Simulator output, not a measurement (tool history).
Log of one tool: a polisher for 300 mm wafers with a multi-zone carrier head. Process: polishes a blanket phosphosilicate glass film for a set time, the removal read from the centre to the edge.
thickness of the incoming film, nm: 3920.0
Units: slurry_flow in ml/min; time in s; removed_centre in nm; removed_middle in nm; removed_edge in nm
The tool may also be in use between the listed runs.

run  hour  slurry_flow  centre_zone  middle_zone  edge_zone  slurry_solids  time  removed_centre  removed_middle  removed_edge
  1     0          290            1            1          1              1    53          272.41          273.75        281.85
  2     3          330            1            1          1              1    53          280.07          280.32        277.15
  3   9.4          345         0.99         0.99       0.99           0.95    51          264.56          263.47        264.33
  4  15.4          345         0.99         0.99       0.99           0.95    60          310.54          306.15        309.86
  5  23.2          345         0.99         0.99        0.9           0.95    60          304.78          308.65        299.14
  6  24.7          345         0.99         0.99        0.9           1.05    60          316.44          328.72        318.46
  7  32.4          350         0.99         0.99        0.9           0.95    57          290.34          295.85        282.84
  8  33.6          355         0.98         0.98        0.9            0.9    54           267.3          269.43        261.79
  9  41.9          360         0.98         0.98        0.9           0.85    52          244.94           256.8        254.72
 10  43.3          370         1.01         0.99       0.89            0.8    49          235.08          238.28        225.27
 11    45          375         1.02         0.99       0.89           0.75    47          224.05          220.26         210.2
 12  50.5          375         1.02         0.99       0.89            0.7    46          214.52          202.37        203.58
 13  56.3          380         1.02            1       0.88           0.65    45          203.47          192.97        189.39
 14  60.2          375         1.02         1.01       0.87           0.65    45          196.89          201.76         183.6

Run 15 comes next. What will it give?
 15  61.7          315         1.01         0.91       0.81            0.5    44               ?               ?             ?

{"run 15": {"removed_centre": 166.52, "removed_middle": 154.5, "removed_edge": 151.99}}

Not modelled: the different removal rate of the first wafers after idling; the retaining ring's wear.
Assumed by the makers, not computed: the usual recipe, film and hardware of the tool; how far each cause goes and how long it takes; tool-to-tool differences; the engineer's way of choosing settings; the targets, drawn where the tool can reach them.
